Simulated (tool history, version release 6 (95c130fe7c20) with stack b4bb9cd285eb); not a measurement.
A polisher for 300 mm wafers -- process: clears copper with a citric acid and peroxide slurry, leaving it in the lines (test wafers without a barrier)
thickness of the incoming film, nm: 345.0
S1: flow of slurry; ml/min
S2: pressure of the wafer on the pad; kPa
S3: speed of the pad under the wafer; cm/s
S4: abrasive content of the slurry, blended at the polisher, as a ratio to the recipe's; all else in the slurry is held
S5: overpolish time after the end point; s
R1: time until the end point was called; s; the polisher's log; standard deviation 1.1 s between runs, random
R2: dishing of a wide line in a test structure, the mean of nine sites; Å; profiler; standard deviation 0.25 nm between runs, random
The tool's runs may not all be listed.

{"run": 1, "hour": 0.0, "S1": 260, "S2": 24.1, "S3": 128, "S4": 1, "S5": 11, "R1": 93.175, "R2": 289.86}
{"run": 2, "hour": 1.4, "S1": 260, "S2": 24.1, "S3": 148, "S4": 1, "S5": 11, "R1": 83.927, "R2": 312.94}
{"run": 3, "hour": 8.0, "S1": 260, "S2": 25.5, "S3": 150, "S4": 1, "S5": 10, "R1": 78.18, "R2": 305.56}
{"run": 4, "hour": 13.2, "S1": 295, "S2": 25.5, "S3": 150, "S4": 1, "S5": 10, "R1": 77.289, "R2": 308.81}
{"run": 5, "hour": 21.4, "S1": 295, "S2": 26.2, "S3": 152, "S4": 1, "S5": 9, "R1": 76.9, "R2": 289.68}
{"run": 6, "hour": 23.8, "S1": 295, "S2": 26.9, "S3": 154, "S4": 1, "S5": 8, "R1": 72.046, "R2": 272.04}
{"run": 7, "hour": 32.8, "S1": 295, "S2": 30.3, "S3": 154, "S4": 1, "S5": 5, "R1": 66.019, "R2": 195.93}
{"run": 8, "hour": 37.0, "S1": 300, "S2": 30.3, "S3": 156, "S4": 1, "S5": 5, "R1": 64.61, "R2": 194.19}

What will run 9 give?
{"run": 9, "hour": 38.2, "S1": 305, "S2": 29.6, "S3": 160, "S4": 1, "S5": 5, "R1": "?", "R2": "?"}

Run 9 yielded R1 65.479 s, R2 196.63 Å.

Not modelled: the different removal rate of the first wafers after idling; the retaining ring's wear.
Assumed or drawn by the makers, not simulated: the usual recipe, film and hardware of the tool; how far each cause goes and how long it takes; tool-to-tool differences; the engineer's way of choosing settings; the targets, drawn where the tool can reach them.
